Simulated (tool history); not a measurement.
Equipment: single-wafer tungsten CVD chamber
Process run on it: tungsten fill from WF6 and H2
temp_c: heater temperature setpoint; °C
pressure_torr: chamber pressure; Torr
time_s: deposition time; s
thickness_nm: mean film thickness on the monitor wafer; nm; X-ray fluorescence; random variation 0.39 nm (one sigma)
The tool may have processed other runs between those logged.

run 1 hour=0.0 | temp_c=395 pressure_torr=51.7 time_s=21.6 | thickness_nm=70.255
run 2 hour=1.5 | temp_c=397 pressure_torr=51.9 time_s=21.6 | thickness_nm=73.747
run 3 hour=3.2 | temp_c=405 pressure_torr=51.9 time_s=21.6 | thickness_nm=84.375
run 4 hour=4.2 | temp_c=399 pressure_torr=51.9 time_s=21.6 | thickness_nm=75.700
run 5 hour=8.0 | temp_c=393 pressure_torr=51.9 time_s=21.6 | thickness_nm=68.169
run 6 hour=14.1 | temp_c=393 pressure_torr=45.7 time_s=21.6 | thickness_nm=64.636
run 7 hour=23.0 | temp_c=397 pressure_torr=46.0 time_s=21.6 | thickness_nm=69.733

The next listed run, before its measurement:
run 8 hour=27.3 | temp_c=405 pressure_torr=46.6 time_s=21.6 | thickness_nm=?

Run 8 measured thickness_nm 81.023 nm.
